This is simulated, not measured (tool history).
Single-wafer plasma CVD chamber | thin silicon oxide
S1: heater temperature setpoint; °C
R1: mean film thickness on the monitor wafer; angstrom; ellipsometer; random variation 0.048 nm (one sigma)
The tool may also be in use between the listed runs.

{"run": 1, "hour": 0.0, "S1": 415, "chamber pressure (mTorr)": 667, "RF power (W)": 235, "deposition time (s)": 7.0, "R1": 99.779}
{"run": 2, "hour": 1.1, "S1": 415, "chamber pressure (mTorr)": 654, "RF power (W)": 235, "deposition time (s)": 7.0, "R1": 97.367}
{"run": 3, "hour": 7.1, "S1": 415, "chamber pressure (mTorr)": 644, "RF power (W)": 235, "deposition time (s)": 7.0, "R1": 96.357}
{"run": 4, "hour": 13.2, "S1": 404, "chamber pressure (mTorr)": 644, "RF power (W)": 235, "deposition time (s)": 7.0, "R1": 97.469}
{"run": 5, "hour": 20.9, "S1": 404, "chamber pressure (mTorr)": 634, "RF power (W)": 235, "deposition time (s)": 7.0, "R1": 97.183}
{"run": 6, "hour": 29.7, "S1": 406, "chamber pressure (mTorr)": 626, "RF power (W)": 235, "deposition time (s)": 7.0, "R1": 94.758}
{"run": 7, "hour": 30.3, "S1": 406, "chamber pressure (mTorr)": 620, "RF power (W)": 235, "deposition time (s)": 7.0, "R1": 95.013}
{"run": 8, "hour": 36.1, "S1": 407, "chamber pressure (mTorr)": 612, "RF power (W)": 235, "deposition time (s)": 7.0, "R1": 94.534}

Forecast run 9:
{"run": 9, "hour": 43.8, "S1": 407, "chamber pressure (mTorr)": 612, "RF power (W)": 235, "deposition time (s)": 7.0, "R1": "?"}

Run 9 gave R1 93.006 angstrom.
